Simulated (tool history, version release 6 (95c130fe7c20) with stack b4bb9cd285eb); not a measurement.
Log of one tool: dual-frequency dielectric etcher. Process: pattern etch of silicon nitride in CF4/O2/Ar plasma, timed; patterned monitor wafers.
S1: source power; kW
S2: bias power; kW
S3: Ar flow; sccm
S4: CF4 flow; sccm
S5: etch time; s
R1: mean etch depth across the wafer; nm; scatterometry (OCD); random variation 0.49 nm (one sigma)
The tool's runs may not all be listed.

run	hour	S1	S2	S3	S4	S5	R1
1	0.0	0.580	0.057	137	86	24	55.360
2	7.8	0.620	0.057	137	86	24	59.895
3	8.7	0.620	0.050	137	86	24	56.657
4	16.1	0.650	0.050	137	86	24	58.650
5	17.8	0.650	0.050	137	86	24	58.888
6	21.0	0.650	0.054	137	86	24	60.879
7	27.3	0.670	0.054	137	86	24	63.232

The next listed run, before its measurement:
8	30.5	0.690	0.054	137	86	24	?

Run 8 gave R1 64.380 nm.
